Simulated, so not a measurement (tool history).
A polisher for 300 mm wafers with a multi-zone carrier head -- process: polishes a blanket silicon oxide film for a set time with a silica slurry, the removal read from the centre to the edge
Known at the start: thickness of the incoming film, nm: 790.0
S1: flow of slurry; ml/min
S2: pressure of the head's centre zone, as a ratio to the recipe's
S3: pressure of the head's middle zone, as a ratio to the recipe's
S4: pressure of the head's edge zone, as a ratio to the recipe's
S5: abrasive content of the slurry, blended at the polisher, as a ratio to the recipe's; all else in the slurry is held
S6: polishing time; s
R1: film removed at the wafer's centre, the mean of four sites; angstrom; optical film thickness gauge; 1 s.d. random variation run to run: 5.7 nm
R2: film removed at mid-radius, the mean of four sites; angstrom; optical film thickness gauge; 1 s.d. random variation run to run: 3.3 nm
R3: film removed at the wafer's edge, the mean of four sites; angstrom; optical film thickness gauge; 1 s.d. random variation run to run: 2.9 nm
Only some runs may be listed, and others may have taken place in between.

run,hour,S1,S2,S3,S4,S5,S6,R1,R2,R3
1,0,215,1,1,1,1,58,2992.8,3083,2979.6
2,4.4,215,1,1.03,1,1,58,2976.1,3148.1,2972.8
3,6,215,1,1.03,1,1.2,58,3226.1,3363.5,3230
4,9.8,225,1.03,1.02,1.03,1.25,58,3363.1,3349.4,3320.3
5,14.6,230,1.05,1.02,1.05,1.3,58,3467.7,3428.6,3420.6
6,23.6,230,1.05,1.02,1.05,1.3,64,3956.2,3781.5,3773.6
7,26.8,230,1.06,1,1.06,1.3,64,3902.5,3691.1,3720.8
8,31.7,235,1.07,0.99,1.08,1.3,64,3841.5,3689.6,3823.6
9,35.5,235,1.09,0.98,1.08,1.3,64,4080,3705.8,3763.4

Run 10 is up next; what results do you expect?
10,42.1,235,1.09,0.96,1.09,1.3,64,?,?,?

{"run 10": {"R1": 3974.6, "R2": 3606.1, "R3": 3882.5}}

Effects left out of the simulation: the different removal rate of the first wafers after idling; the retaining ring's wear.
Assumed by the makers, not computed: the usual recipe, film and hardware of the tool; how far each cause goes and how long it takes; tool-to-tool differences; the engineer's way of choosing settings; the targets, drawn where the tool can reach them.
